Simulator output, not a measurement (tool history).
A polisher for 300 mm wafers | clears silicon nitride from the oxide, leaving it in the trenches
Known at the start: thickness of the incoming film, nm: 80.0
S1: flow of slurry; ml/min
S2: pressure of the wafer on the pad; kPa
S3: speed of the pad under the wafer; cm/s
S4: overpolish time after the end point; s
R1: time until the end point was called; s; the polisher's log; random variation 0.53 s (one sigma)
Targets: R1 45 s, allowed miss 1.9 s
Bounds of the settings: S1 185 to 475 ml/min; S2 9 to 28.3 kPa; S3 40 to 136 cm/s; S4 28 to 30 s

Run 1, hour 0: S1 305 ml/min, S2 18.6 kPa, S3 88 cm/s, S4 28 s. Result: R1 79.692 s.
Run 2, hour 9.1: S1 305 ml/min, S2 20.7 kPa, S3 88 cm/s, S4 28 s. Result: R1 74.169 s.
Run 3, hour 17.4: S1 305 ml/min, S2 20.7 kPa, S3 74 cm/s, S4 28 s. Result: R1 82.904 s.
Run 4, hour 22.2: S1 305 ml/min, S2 20.7 kPa, S3 86 cm/s, S4 28 s. Result: R1 73.393 s.
Run 5, hour 24.4: S1 305 ml/min, S2 22.1 kPa, S3 88 cm/s, S4 28 s. Result: R1 67.974 s.
Run 6, hour 30.5: S1 255 ml/min, S2 22.1 kPa, S3 88 cm/s, S4 28 s. Result: R1 69.726 s.
Run 7, hour 31.6: S1 270 ml/min, S2 26.9 kPa, S3 98 cm/s, S4 28 s. Result: R1 52.92 s.
At hour 34.3: slurry nozzle cleaned.
Run 8, hour 34.3: S1 270 ml/min, S2 26.9 kPa, S3 100 cm/s, S4 28 s. Result: R1 50.897 s.

Which of these 5 next moves meets every target?
Run A, hour 37: S1 285 ml/min, S2 28.3 kPa, S3 124 cm/s, S4 28 s. Result: R1 ?.
Run B, hour 37: S1 290 ml/min, S2 25.5 kPa, S3 96 cm/s, S4 28 s. Result: R1 ?.
Run C, hour 37: S1 245 ml/min, S2 28.3 kPa, S3 110 cm/s, S4 30 s. Result: R1 ?.
Run D, hour 37: S1 265 ml/min, S2 26.2 kPa, S3 90 cm/s, S4 28 s. Result: R1 ?.
Run E, hour 37: S1 270 ml/min, S2 28.3 kPa, S3 124 cm/s, S4 30 s. Result: R1 ?.

move      R1
   A  40.498
   B  55.341
   C  45.795
   D  57.687
   E  40.737
A: takes the result that was furthest off past its target
B: further off than the last run
C: meets every target
D: further off than the last run
E: takes the result that was furthest off past its target
Move C is the one to make.
